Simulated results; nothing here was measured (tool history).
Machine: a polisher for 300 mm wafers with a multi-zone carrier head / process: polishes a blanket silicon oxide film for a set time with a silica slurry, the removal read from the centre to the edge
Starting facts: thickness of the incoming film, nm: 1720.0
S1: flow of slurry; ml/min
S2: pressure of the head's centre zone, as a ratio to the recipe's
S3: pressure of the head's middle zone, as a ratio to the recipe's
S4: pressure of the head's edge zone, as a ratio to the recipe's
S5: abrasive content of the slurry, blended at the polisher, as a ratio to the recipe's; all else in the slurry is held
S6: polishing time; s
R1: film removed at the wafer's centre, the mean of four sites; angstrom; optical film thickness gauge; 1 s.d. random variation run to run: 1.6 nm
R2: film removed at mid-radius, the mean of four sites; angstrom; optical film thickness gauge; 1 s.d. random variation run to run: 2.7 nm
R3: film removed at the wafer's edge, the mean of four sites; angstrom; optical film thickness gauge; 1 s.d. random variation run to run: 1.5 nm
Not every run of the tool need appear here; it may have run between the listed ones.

{"run": 1, "hour": 0.0, "S1": 295, "S2": 1, "S3": 1, "S4": 1, "S5": 1, "S6": 63, "R1": 2464.3, "R2": 2488.6, "R3": 2518.7}
{"run": 2, "hour": 3.1, "S1": 295, "S2": 1, "S3": 1.04, "S4": 1, "S5": 1, "S6": 63, "R1": 2457.6, "R2": 2592.7, "R3": 2495.7}
{"run": 3, "hour": 11.8, "S1": 295, "S2": 1, "S3": 1.04, "S4": 1, "S5": 1, "S6": 55, "R1": 2163.9, "R2": 2233.2, "R3": 2190.6}
{"run": 4, "hour": 14.7, "S1": 295, "S2": 1, "S3": 1.04, "S4": 1.03, "S5": 1, "S6": 55, "R1": 2162.2, "R2": 2179.8, "R3": 2228.7}
{"run": 5, "hour": 23.0, "S1": 310, "S2": 1.01, "S3": 1.03, "S4": 1.05, "S5": 1, "S6": 55, "R1": 2166.8, "R2": 2265.2, "R3": 2245.6}
{"run": 6, "hour": 31.8, "S1": 310, "S2": 1.01, "S3": 0.98, "S4": 1.05, "S5": 1, "S6": 55, "R1": 2197.6, "R2": 2224.6, "R3": 2237.7}
{"run": 7, "hour": 40.6, "S1": 280, "S2": 1.02, "S3": 0.95, "S4": 1.07, "S5": 1.05, "S6": 55, "R1": 2206.2, "R2": 2157.7, "R3": 2293.1}
{"run": 8, "hour": 45.4, "S1": 280, "S2": 1.04, "S3": 0.93, "S4": 1.09, "S5": 1.05, "S6": 55, "R1": 2273.8, "R2": 2102.3, "R3": 2325.8}
{"run": 9, "hour": 52.6, "S1": 285, "S2": 1.05, "S3": 0.92, "S4": 1.1, "S5": 1.05, "S6": 55, "R1": 2294.5, "R2": 2099.6, "R3": 2351.7}
{"run": 10, "hour": 55.3, "S1": 295, "S2": 1.06, "S3": 0.91, "S4": 1.11, "S5": 1.05, "S6": 55, "R1": 2324.7, "R2": 2147.8, "R3": 2349.3}
{"run": 11, "hour": 61.4, "S1": 295, "S2": 1.07, "S3": 0.9, "S4": 1.12, "S5": 1.05, "S6": 55, "R1": 2351.3, "R2": 2106.4, "R3": 2390.6}
{"run": 12, "hour": 64.9, "S1": 300, "S2": 1.07, "S3": 0.9, "S4": 1.12, "S5": 1.05, "S6": 55, "R1": 2335, "R2": 2122.4, "R3": 2375.4}

The next listed run, before its measurement:
{"run": 13, "hour": 71.6, "S1": 300, "S2": 1.08, "S3": 0.89, "S4": 1.13, "S5": 1.05, "S6": 55, "R1": "?", "R2": "?", "R3": "?"}

Run 13 came out at R1 2371.5 angstrom, R2 2077.2 angstrom, R3 2414.2 angstrom.
